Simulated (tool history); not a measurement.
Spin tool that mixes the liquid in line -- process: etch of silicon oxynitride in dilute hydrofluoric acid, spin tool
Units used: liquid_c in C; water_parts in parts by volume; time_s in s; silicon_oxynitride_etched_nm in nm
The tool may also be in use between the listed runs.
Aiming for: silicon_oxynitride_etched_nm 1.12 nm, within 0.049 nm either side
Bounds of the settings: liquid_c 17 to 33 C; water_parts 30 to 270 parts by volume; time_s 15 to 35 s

run  hour  liquid_c  water_parts  time_s  silicon_oxynitride_etched_nm
  1     0        25          150      35                       0.38745
  2   2.6      22.5          150      35                       0.35452
  3   6.3      22.5          110      35                       0.48582
  4  11.1      19.5          110      35                       0.42292
  5  16.1      19.5           80      35                       0.59165
  6  20.5      19.5          130      35                       0.35989
  7  27.8      23.5           70      35                       0.81479
  8  29.5      24.5           70      35                        0.8583
  9  32.1        25           70      35                       0.89375
 10  37.5      25.5           70      35                       0.90502
 11  39.1        26           70      35                       0.92377
 12  44.8      26.5           70      35                        0.9451
 13  48.7        27           70      35                       0.99064
 14  52.4      27.5           70      35                       0.99781
 15  55.6        28           70      35                        1.0102
 16  60.1      28.5           70      35                        1.0564
 17  66.9      28.5           70      35                        1.0439
 18  72.5        29           70      35                        1.0615
 19  76.5        29           70      35                        1.0587

5 candidate next runs follow, results not yet known. Just one meets every target within its allowed miss. Identify it.
  A  80.5        29           60      35                             ?
  B  80.5        27           55      35                             ?
  C  80.5        33           80      35                             ?
  D  80.5        26           55      35                             ?
  E  80.5        31           80      35                             ?

move  silicon_oxynitride_etched_nm
   A                        1.2578
   B                         1.255
   C                        1.1074
   D                        1.1966
   E                        1.0126
A: carries the result that was furthest off beyond its target, to the other side
B: carries the result that was furthest off beyond its target, to the other side
C: all results in spec
D: carries the result that was furthest off beyond its target, to the other side
E: misses by more than the last run did
C is the move that brings every result within its allowed miss.
